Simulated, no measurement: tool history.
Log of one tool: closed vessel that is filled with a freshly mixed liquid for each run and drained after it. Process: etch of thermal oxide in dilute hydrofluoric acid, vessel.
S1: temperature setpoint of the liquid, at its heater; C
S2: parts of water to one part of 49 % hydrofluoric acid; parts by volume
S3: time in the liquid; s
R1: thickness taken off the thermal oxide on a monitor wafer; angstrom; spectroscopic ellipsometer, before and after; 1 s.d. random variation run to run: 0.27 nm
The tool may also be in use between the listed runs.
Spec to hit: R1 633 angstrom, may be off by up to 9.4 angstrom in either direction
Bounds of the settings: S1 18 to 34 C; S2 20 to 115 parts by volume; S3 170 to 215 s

Run 1, hour 0: S1 26 C, S2 65 parts by volume, S3 215 s. Result: R1 175.62 angstrom.
Run 2, hour 6.8: S1 28 C, S2 55 parts by volume, S3 215 s. Result: R1 231.81 angstrom.
Run 3, hour 7.7: S1 28 C, S2 55 parts by volume, S3 215 s. Result: R1 230.59 angstrom.
Run 4, hour 15.3: S1 29.5 C, S2 45 parts by volume, S3 215 s. Result: R1 302.71 angstrom.
Run 5, hour 21: S1 30.5 C, S2 40 parts by volume, S3 215 s. Result: R1 357.83 angstrom.
Run 6, hour 27.9: S1 30.5 C, S2 30 parts by volume, S3 215 s. Result: R1 485.12 angstrom.
Run 7, hour 29.3: S1 31.5 C, S2 30 parts by volume, S3 215 s. Result: R1 504.33 angstrom.
Run 8, hour 36.6: S1 34 C, S2 20 parts by volume, S3 215 s. Result: R1 841.26 angstrom.
Run 9, hour 37.6: S1 33 C, S2 20 parts by volume, S3 215 s. Result: R1 816.02 angstrom.
Run 10, hour 42.3: S1 32 C, S2 20 parts by volume, S3 215 s. Result: R1 788.2 angstrom.
Run 11, hour 47.4: S1 28 C, S2 20 parts by volume, S3 215 s. Result: R1 664.46 angstrom.

Exactly one of the 4 candidate moves below puts every result within its allowed miss. Which one?
Run A, hour 52.5: S1 28 C, S2 20 parts by volume, S3 205 s. Result: R1 ?.
Run B, hour 52.5: S1 28 C, S2 20 parts by volume, S3 210 s. Result: R1 ?.
Run C, hour 52.5: S1 30.5 C, S2 20 parts by volume, S3 200 s. Result: R1 ?.
Run D, hour 52.5: S1 28.5 C, S2 20 parts by volume, S3 195 s. Result: R1 ?.

move      R1
   A  637.87
   B  653.42
   C  688.78
   D  619.28
A: hits every target within its allowed miss
B: closes in on the targets versus the last run, not all within tolerance yet
C: moves away from the targets compared with the last run
D: takes the biggest miss from the last run beyond its target
The right move is A.
